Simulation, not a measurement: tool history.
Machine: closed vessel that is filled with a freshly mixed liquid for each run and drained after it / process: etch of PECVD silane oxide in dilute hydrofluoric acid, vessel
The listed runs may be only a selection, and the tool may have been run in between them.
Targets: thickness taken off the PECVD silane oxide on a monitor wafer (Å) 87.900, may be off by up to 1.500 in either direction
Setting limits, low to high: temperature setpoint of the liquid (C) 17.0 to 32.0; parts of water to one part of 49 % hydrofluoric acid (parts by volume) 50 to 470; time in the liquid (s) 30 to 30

run,day,temperature setpoint of the liquid (C),parts of water to one part of 49 % hydrofluoric acid (parts by volume),time in the liquid (s),thickness taken off the PECVD silane oxide on a monitor wafer (Å)
1,0.000,24.0,260,30,39.980
2,0.050,25.0,245,30,44.606
3,0.408,25.0,190,30,61.104
4,0.675,26.0,185,30,65.045
5,0.729,26.0,215,30,54.832
6,0.800,27.0,210,30,58.352
7,0.971,27.5,205,30,61.169
8,1.279,28.0,200,30,63.945
9,1.496,28.5,195,30,67.423
10,1.696,29.0,190,30,70.148
11,1.921,29.5,185,30,74.393
12,2.188,32.0,170,30,89.996

Exercise: of the 5 proposed moves below, exactly one satisfies all targets within the stated allowed misses. Which move is it?
A,2.454,32.0,165,30,?
B,2.454,31.0,160,30,?
C,2.454,30.5,160,30,?
D,2.454,28.0,150,30,?
E,2.454,31.5,170,30,?

move,thickness taken off the PECVD silane oxide on a monitor wafer (Å)
A,93.667
B,93.819
C,92.157
D,90.826
E,88.772
A: lands further from the targets than the last run did
B: lands further from the targets than the last run did
C: lands further from the targets than the last run did
D: lands further from the targets than the last run did
E: all results in spec
The move that meets every target is E.

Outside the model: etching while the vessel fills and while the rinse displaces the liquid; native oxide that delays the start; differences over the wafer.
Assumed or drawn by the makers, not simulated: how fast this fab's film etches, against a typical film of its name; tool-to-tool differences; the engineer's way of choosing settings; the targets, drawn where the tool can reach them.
